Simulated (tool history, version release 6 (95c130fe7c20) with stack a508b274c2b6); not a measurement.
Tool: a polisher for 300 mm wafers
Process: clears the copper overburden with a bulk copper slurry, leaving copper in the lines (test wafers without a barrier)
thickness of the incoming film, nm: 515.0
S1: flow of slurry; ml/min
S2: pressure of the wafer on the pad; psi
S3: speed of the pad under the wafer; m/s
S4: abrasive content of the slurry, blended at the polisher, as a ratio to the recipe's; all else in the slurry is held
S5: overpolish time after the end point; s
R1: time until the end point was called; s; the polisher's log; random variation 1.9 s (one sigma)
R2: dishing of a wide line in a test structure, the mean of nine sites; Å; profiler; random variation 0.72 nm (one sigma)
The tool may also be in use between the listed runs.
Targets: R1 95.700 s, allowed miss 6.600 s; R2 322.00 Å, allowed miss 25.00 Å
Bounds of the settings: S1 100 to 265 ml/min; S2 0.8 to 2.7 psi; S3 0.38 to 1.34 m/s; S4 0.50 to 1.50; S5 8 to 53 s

run 1 hour=0.0 | S1=170 S2=1.7 S3=0.86 S4=1.00 S5=27 | R1=114.040 R2=662.47
run 2 hour=7.9 | S1=205 S2=1.7 S3=0.86 S4=1.00 S5=27 | R1=113.620 R2=669.76
run 3 hour=12.8 | S1=205 S2=1.7 S3=0.74 S4=1.00 S5=27 | R1=130.880 R2=616.01
run 4 hour=20.3 | S1=195 S2=1.6 S3=0.80 S4=1.05 S5=25 | R1=125.870 R2=611.62
run 5 hour=23.6 | S1=195 S2=1.6 S3=0.80 S4=1.05 S5=30 | R1=131.530 R2=657.57
run 6 hour=29.4 | S1=235 S2=1.6 S3=0.80 S4=1.05 S5=30 | R1=121.990 R2=656.01
run 7 hour=35.0 | S1=235 S2=1.6 S3=0.80 S4=1.05 S5=30 | R1=126.120 R2=663.29
run 8 hour=37.9 | S1=240 S2=1.5 S3=0.86 S4=1.00 S5=28 | R1=123.520 R2=635.52
run 9 hour=44.7 | S1=240 S2=1.5 S3=0.86 S4=1.00 S5=28 | R1=122.160 R2=633.08
run 10 hour=49.9 | S1=240 S2=1.5 S3=0.86 S4=1.00 S5=28 | R1=124.700 R2=596.77
run 11 hour=56.0 | S1=245 S2=1.5 S3=0.90 S4=0.95 S5=26 | R1=122.670 R2=648.65
run 12 hour=56.6 | S1=245 S2=1.4 S3=0.92 S4=1.00 S5=24 | R1=127.920 R2=580.94
run 13 hour=64.9 | S1=245 S2=1.3 S3=0.96 S4=1.05 S5=22 | R1=129.330 R2=509.84
run 14 hour=68.1 | S1=245 S2=1.3 S3=1.00 S4=1.10 S5=21 | R1=123.820 R2=529.45
run 15 hour=74.6 | S1=245 S2=1.3 S3=1.04 S4=1.15 S5=20 | R1=118.280 R2=542.24
run 16 hour=83.3 | S1=265 S2=0.9 S3=1.28 S4=0.90 S5=8 | R1=140.490 R2=215.12
run 17 hour=86.7 | S1=265 S2=1.0 S3=1.28 S4=0.90 S5=8 | R1=129.630 R2=236.25
run 18 hour=88.7 | S1=265 S2=1.5 S3=1.30 S4=0.90 S5=10 | R1=83.765 R2=396.60
run 19 hour=90.4 | S1=260 S2=1.4 S3=1.32 S4=0.85 S5=9 | R1=90.210 R2=345.65

4 next moves are on the table. One of them brings every result within its allowed miss. Which?
run A hour=92.1 | S1=265 S2=1.4 S3=1.34 S4=0.85 S5=11 | R1=? R2=?
run B hour=92.1 | S1=265 S2=1.6 S3=1.34 S4=0.75 S5=9 | R1=? R2=?
run C hour=92.1 | S1=260 S2=1.4 S3=1.24 S4=0.90 S5=8 | R1=? R2=?
run D hour=92.1 | S1=265 S2=1.5 S3=1.20 S4=0.95 S5=10 | R1=? R2=?

move=A R1=86.945 R2=413.67
move=B R1=78.449 R2=390.67
move=C R1=92.868 R2=306.86
move=D R1=88.517 R2=383.18
A: further off than the last run
B: further off than the last run
C: meets every target
D: further off than the last run
The right move is C.
